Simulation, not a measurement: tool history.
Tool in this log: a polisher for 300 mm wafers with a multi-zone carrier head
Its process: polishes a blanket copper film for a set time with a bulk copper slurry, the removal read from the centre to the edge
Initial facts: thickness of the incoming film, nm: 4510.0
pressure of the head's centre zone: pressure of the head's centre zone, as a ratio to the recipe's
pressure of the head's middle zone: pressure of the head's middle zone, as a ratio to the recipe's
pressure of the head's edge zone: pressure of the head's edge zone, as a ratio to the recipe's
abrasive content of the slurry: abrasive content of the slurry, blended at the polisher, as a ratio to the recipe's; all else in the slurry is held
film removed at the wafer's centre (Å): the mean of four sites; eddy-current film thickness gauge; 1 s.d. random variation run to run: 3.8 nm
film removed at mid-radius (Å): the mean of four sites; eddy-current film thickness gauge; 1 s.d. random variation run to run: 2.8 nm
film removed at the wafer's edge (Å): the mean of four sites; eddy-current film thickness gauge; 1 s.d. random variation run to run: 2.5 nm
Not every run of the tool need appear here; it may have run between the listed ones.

run	hour	flow of slurry (ml/min)	pressure of the head's centre zone	pressure of the head's middle zone	pressure of the head's edge zone	abrasive content of the slurry	polishing time (s)	film removed at the wafer's centre (Å)	film removed at mid-radius (Å)	film removed at the wafer's edge (Å)
1	0.0	300	1.00	1.00	1.00	1.00	52	6113.6	6214.8	6137.6
2	7.6	300	1.00	1.00	1.00	0.90	52	6332.8	6190.3	6036.1
3	13.8	290	0.96	1.01	0.97	0.90	46	5286.3	5531.2	5267.5
4	17.7	290	0.96	1.01	0.97	0.90	37	4126.7	4365.4	4251.9
5	18.5	290	0.96	0.98	0.97	0.90	37	4222.1	4344.3	4242.2
6	27.2	285	0.93	1.00	0.95	0.85	35	3845.3	4170.8	3926.4
7	28.6	285	0.93	1.00	0.95	0.85	35	3853.0	4107.2	3893.3
8	33.5	275	0.90	1.02	0.95	0.80	34	3558.2	4051.4	3786.0
9	36.7	270	0.85	1.04	0.85	0.55	31	2940.3	3566.0	3091.2
10	37.8	275	0.85	1.04	0.86	0.55	31	2889.4	3584.8	3118.6
11	43.1	280	0.85	1.04	0.87	0.55	31	2925.1	3599.6	3140.9

The next listed run, before its measurement:
12	47.5	285	0.85	1.04	0.87	0.55	31	?	?	?

For run 12 the tool returned film removed at the wafer's centre (Å) 2961.2, film removed at mid-radius (Å) 3544.9, film removed at the wafer's edge (Å) 3155.4.
